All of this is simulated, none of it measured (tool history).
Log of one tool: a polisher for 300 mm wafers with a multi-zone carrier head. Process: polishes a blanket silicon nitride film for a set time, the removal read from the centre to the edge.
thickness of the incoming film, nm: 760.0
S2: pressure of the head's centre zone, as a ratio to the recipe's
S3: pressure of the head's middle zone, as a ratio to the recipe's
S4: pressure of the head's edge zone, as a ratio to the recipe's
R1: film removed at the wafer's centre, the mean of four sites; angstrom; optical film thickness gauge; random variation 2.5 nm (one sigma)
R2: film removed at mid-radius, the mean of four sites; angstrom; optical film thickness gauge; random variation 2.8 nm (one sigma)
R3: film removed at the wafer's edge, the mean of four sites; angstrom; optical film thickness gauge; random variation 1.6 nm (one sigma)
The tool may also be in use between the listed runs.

Run 1, hour 0: flow of slurry (ml/min) 275, S2 1, S3 1, S4 1, polishing time (s) 70. Result: R1 1519.5 angstrom, R2 1554 angstrom, R3 1563.7 angstrom.
Run 2, hour 7.2: flow of slurry (ml/min) 280, S2 1.02, S3 1.02, S4 1.02, polishing time (s) 73. Result: R1 1632.6 angstrom, R2 1651 angstrom, R3 1622.3 angstrom.
Run 3, hour 14.1: flow of slurry (ml/min) 280, S2 1.08, S3 1.02, S4 1.02, polishing time (s) 73. Result: R1 1718.6 angstrom, R2 1614.7 angstrom, R3 1633 angstrom.
Run 4, hour 21: flow of slurry (ml/min) 280, S2 1.08, S3 1.02, S4 1.02, polishing time (s) 58. Result: R1 1367.5 angstrom, R2 1325.2 angstrom, R3 1300.4 angstrom.
Run 5, hour 24: flow of slurry (ml/min) 280, S2 1.08, S3 1.02, S4 1.02, polishing time (s) 50. Result: R1 1197.1 angstrom, R2 1137.1 angstrom, R3 1131.2 angstrom.
Run 6, hour 25.9: flow of slurry (ml/min) 285, S2 1.09, S3 1.04, S4 1.03, polishing time (s) 55. Result: R1 1316.2 angstrom, R2 1269.5 angstrom, R3 1241.6 angstrom.
Run 7, hour 30.3: flow of slurry (ml/min) 290, S2 1.1, S3 1.06, S4 1.04, polishing time (s) 60. Result: R1 1443.7 angstrom, R2 1396.8 angstrom, R3 1359.5 angstrom.
Run 8, hour 33.2: flow of slurry (ml/min) 300, S2 1.11, S3 1.08, S4 1.05, polishing time (s) 64. Result: R1 1550.1 angstrom, R2 1541.1 angstrom, R3 1454.8 angstrom.
Run 9, hour 35.2: flow of slurry (ml/min) 305, S2 1.12, S3 1.09, S4 1.06, polishing time (s) 67. Result: R1 1657.6 angstrom, R2 1615.6 angstrom, R3 1539 angstrom.
Run 10, hour 36.1: flow of slurry (ml/min) 305, S2 1.12, S3 1.09, S4 1.06, polishing time (s) 67. Result: R1 1652.6 angstrom, R2 1608.1 angstrom, R3 1550.8 angstrom.
Run 11, hour 38.8: flow of slurry (ml/min) 315, S2 1.13, S3 1.1, S4 1.06, polishing time (s) 70. Result: R1 1733 angstrom, R2 1720.3 angstrom, R3 1626.4 angstrom.
Run 12, hour 44.5: flow of slurry (ml/min) 315, S2 1.14, S3 1.11, S4 1.06, polishing time (s) 73. Result: R1 1885.5 angstrom, R2 1776.4 angstrom, R3 1658.2 angstrom.
Run 13, hour 49.5: flow of slurry (ml/min) 320, S2 1.14, S3 1.12, S4 1.07, polishing time (s) 75. Result: R1 1938.6 angstrom, R2 1869 angstrom, R3 1738.2 angstrom.
Run 14, hour 55.4: flow of slurry (ml/min) 325, S2 1.14, S3 1.13, S4 1.08, polishing time (s) 77. Result: R1 1980.6 angstrom, R2 1939.6 angstrom, R3 1760.9 angstrom.
Run 15, hour 63.6: flow of slurry (ml/min) 325, S2 1.14, S3 1.13, S4 1.08, polishing time (s) 77. Result: R1 1933.9 angstrom, R2 1957.5 angstrom, R3 1776.1 angstrom.
Run 16, hour 67.9: flow of slurry (ml/min) 325, S2 1.14, S3 1.13, S4 1.09, polishing time (s) 79. Result: R1 1984.4 angstrom, R2 1968.5 angstrom, R3 1853.9 angstrom.
Run 17, hour 75.5: flow of slurry (ml/min) 330, S2 1.15, S3 1.14, S4 1.09, polishing time (s) 80. Result: R1 2071.1 angstrom, R2 2004.2 angstrom, R3 1873.5 angstrom.
Run 18, hour 82.2: flow of slurry (ml/min) 335, S2 1.15, S3 1.15, S4 1.09, polishing time (s) 81. Result: R1 2058.1 angstrom, R2 2073.6 angstrom, R3 1887.8 angstrom.
Run 19, hour 85.9: flow of slurry (ml/min) 335, S2 1.15, S3 1.15, S4 1.09, polishing time (s) 82. Result: R1 2101.4 angstrom, R2 2123.4 angstrom, R3 1895.1 angstrom.
Run 20, hour 92.1: flow of slurry (ml/min) 335, S2 1.15, S3 1.15, S4 1.1, polishing time (s) 83. Result: R1 2118 angstrom, R2 2121.1 angstrom, R3 1955.3 angstrom.
Run 21, hour 94.1: flow of slurry (ml/min) 335, S2 1.15, S3 1.15, S4 1.1, polishing time (s) 84. Result: R1 2144.1 angstrom, R2 2168.9 angstrom, R3 1973.3 angstrom.
Run 22, hour 99.1: flow of slurry (ml/min) 335, S2 1.15, S3 1.15, S4 1.1, polishing time (s) 85. Result: R1 2189.5 angstrom, R2 2153.7 angstrom, R3 2001 angstrom.
Run 23, hour 101.1: flow of slurry (ml/min) 340, S2 1.15, S3 1.16, S4 1.1, polishing time (s) 86. Result: R1 2191.8 angstrom, R2 2203 angstrom, R3 2030.7 angstrom.
Run 24, hour 102.7: flow of slurry (ml/min) 340, S2 1.15, S3 1.16, S4 1.1, polishing time (s) 87. Result: R1 2245.1 angstrom, R2 2259.4 angstrom, R3 2026.8 angstrom.

Forecast run 25:
Run 25, hour 110.8: flow of slurry (ml/min) 340, S2 1.15, S3 1.16, S4 1.11, polishing time (s) 88. Result: R1 ?, R2 ?, R3 ?.

Run 25 gave R1 2266.5 angstrom, R2 2291.9 angstrom, R3 2087.6 angstrom.

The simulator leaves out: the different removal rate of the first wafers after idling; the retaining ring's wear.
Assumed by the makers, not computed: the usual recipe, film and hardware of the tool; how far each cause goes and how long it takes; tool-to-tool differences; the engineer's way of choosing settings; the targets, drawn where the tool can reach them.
